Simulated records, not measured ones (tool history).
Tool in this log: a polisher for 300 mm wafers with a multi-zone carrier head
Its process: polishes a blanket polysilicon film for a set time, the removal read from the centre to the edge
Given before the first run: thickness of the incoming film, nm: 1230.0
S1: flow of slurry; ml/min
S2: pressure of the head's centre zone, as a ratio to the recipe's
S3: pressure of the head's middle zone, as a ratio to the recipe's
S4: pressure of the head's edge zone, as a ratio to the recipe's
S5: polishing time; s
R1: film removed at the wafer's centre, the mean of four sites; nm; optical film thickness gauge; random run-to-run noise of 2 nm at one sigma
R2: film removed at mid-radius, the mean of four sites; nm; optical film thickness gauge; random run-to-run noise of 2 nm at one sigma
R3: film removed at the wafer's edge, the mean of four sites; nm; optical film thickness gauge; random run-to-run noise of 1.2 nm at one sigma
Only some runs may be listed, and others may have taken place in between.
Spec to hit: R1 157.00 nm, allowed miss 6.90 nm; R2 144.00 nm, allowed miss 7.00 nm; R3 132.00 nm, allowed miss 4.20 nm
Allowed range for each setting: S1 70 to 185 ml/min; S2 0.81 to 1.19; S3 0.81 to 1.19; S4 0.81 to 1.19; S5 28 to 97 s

| run | hour | S1 | S2 | S3 | S4 | S5 | R1 | R2 | R3 |
|---|---|---|---|---|---|---|---|---|---|
| 1 | 0.0 | 120 | 1.00 | 1.00 | 1.00 | 62 | 274.44 | 258.93 | 268.53 |
| 2 | 6.8 | 120 | 1.05 | 1.00 | 1.00 | 62 | 283.96 | 266.98 | 269.78 |
| 3 | 12.6 | 120 | 1.05 | 1.00 | 1.04 | 62 | 277.52 | 260.73 | 280.98 |
| 4 | 20.8 | 120 | 1.05 | 1.00 | 0.98 | 62 | 287.17 | 265.52 | 273.07 |
| 5 | 22.9 | 105 | 1.04 | 1.01 | 0.94 | 53 | 230.81 | 217.36 | 225.51 |
| 6 | 27.5 | 105 | 1.04 | 1.01 | 0.94 | 38 | 168.56 | 159.01 | 162.69 |
| 7 | 31.0 | 115 | 1.05 | 1.01 | 0.91 | 35 | 159.27 | 148.57 | 148.52 |
| 8 | 34.5 | 120 | 1.06 | 1.02 | 0.88 | 34 | 156.79 | 148.92 | 141.13 |
| 9 | 40.8 | 120 | 1.07 | 1.02 | 0.87 | 34 | 160.18 | 151.71 | 141.26 |
| 10 | 47.8 | 120 | 1.07 | 1.01 | 0.86 | 34 | 161.88 | 146.34 | 138.72 |

5 candidate next runs follow, results not yet known. Just one meets every target within its allowed miss. Identify it.
| A | 54.8 | 110 | 1.02 | 0.96 | 0.93 | 36 | ? | ? | ? |
| B | 54.8 | 90 | 1.13 | 1.05 | 0.81 | 35 | ? | ? | ? |
| C | 54.8 | 105 | 1.06 | 0.90 | 0.83 | 36 | ? | ? | ? |
| D | 54.8 | 115 | 1.11 | 0.95 | 0.89 | 34 | ? | ? | ? |
| E | 54.8 | 90 | 1.06 | 1.05 | 0.87 | 38 | ? | ? | ? |

| move | R1 | R2 | R3 |
|---|---|---|---|
| A | 157.67 | 142.93 | 152.13 |
| B | 160.35 | 142.16 | 134.10 |
| C | 161.75 | 134.08 | 143.49 |
| D | 164.04 | 135.16 | 141.82 |
| E | 163.23 | 154.39 | 150.28 |
A: lands further from the targets than the last run did
B: every result within its allowed miss
C: lands further from the targets than the last run did
D: lands further from the targets than the last run did
E: lands further from the targets than the last run did
The move that meets every target is B.
